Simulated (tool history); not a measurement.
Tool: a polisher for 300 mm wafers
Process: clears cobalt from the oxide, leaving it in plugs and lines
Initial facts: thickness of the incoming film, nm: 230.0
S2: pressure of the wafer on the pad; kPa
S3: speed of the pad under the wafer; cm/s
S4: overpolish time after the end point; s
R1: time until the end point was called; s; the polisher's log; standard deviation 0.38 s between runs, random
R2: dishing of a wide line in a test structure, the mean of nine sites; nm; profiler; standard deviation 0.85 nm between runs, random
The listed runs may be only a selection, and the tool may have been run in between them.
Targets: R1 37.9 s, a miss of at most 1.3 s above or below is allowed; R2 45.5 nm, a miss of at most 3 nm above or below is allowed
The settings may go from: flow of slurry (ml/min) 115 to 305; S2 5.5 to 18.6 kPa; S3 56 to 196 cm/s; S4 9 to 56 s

{"run": 1, "day": 0.0, "flow of slurry (ml/min)": 195, "S2": 11.7, "S3": 126, "S4": 29, "R1": 48.14, "R2": 45.782}
{"run": 2, "day": 0.317, "flow of slurry (ml/min)": 200, "S2": 12.4, "S3": 126, "S4": 27, "R1": 45.78, "R2": 46.178}
{"run": 3, "day": 0.421, "flow of slurry (ml/min)": 200, "S2": 13.1, "S3": 126, "S4": 24, "R1": 43.732, "R2": 44.015}
{"run": 4, "day": 0.554, "flow of slurry (ml/min)": 200, "S2": 13.8, "S3": 126, "S4": 25, "R1": 41.352, "R2": 45.03}
{"run": 5, "day": 0.721, "flow of slurry (ml/min)": 200, "S2": 13.8, "S3": 110, "S4": 25, "R1": 47.581, "R2": 44.095}
{"run": 6, "day": 1.038, "flow of slurry (ml/min)": 200, "S2": 13.8, "S3": 110, "S4": 17, "R1": 47.497, "R2": 39.292}
{"run": 7, "day": 1.129, "flow of slurry (ml/min)": 200, "S2": 14.5, "S3": 110, "S4": 19, "R1": 45.16, "R2": 42.252}
{"run": 8, "day": 1.192, "flow of slurry (ml/min)": 200, "S2": 15.2, "S3": 110, "S4": 20, "R1": 42.872, "R2": 41.606}
{"run": 9, "day": 1.529, "flow of slurry (ml/min)": 205, "S2": 15.9, "S3": 110, "S4": 22, "R1": 41.386, "R2": 44.098}
{"run": 10, "day": 1.862, "flow of slurry (ml/min)": 205, "S2": 16.5, "S3": 110, "S4": 22, "R1": 40.149, "R2": 45.381}

Which one of the following 5 next-run settings gets every result inside its allowed miss? There is exactly one.
{"run": "A", "day": 2.196, "flow of slurry (ml/min)": 305, "S2": 18.6, "S3": 108, "S4": 22, "R1": "?", "R2": "?"}
{"run": "B", "day": 2.196, "flow of slurry (ml/min)": 230, "S2": 16.5, "S3": 100, "S4": 30, "R1": "?", "R2": "?"}
{"run": "C", "day": 2.196, "flow of slurry (ml/min)": 210, "S2": 17.2, "S3": 110, "S4": 24, "R1": "?", "R2": "?"}
{"run": "D", "day": 2.196, "flow of slurry (ml/min)": 210, "S2": 15.2, "S3": 134, "S4": 22, "R1": "?", "R2": "?"}
{"run": "E", "day": 2.196, "flow of slurry (ml/min)": 225, "S2": 15.9, "S3": 108, "S4": 15, "R1": "?", "R2": "?"}

move=A R1=33.796 R2=45.741
move=B R1=42.085 R2=46.516
move=C R1=37.323 R2=45.663
move=D R1=34.932 R2=45.458
move=E R1=40.849 R2=38.747
A: the result that was furthest off in the last run now lies on the other side of its target
B: misses by more than the last run did
C: each result inside its tolerance
D: the result that was furthest off in the last run now lies on the other side of its target
E: misses by more than the last run did
The move that meets every target is C.

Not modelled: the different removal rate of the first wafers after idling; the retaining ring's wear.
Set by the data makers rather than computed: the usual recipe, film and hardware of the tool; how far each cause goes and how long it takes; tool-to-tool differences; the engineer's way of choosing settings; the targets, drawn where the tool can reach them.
